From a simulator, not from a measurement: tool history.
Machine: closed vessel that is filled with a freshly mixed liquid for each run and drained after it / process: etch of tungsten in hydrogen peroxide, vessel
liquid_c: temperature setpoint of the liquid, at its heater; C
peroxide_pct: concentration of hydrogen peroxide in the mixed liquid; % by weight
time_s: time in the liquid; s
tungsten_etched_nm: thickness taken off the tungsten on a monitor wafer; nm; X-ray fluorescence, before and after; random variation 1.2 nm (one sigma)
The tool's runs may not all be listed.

run  hour  liquid_c  peroxide_pct  time_s  tungsten_etched_nm
  1   0.0      44.0          15.5      90              91.618
  2   2.8      46.0          15.5      90             102.530
  3   7.7      47.5          15.5      90             113.470
  4  13.2      47.5          15.5      90             114.090
  5  22.2      48.5          15.5      90             120.170
  6  27.1      49.5          15.5      90             127.230

Predict the results of run 7:
  7  35.7      50.0          15.5      90                   ?

Run 7 measured tungsten_etched_nm 131.110 nm.
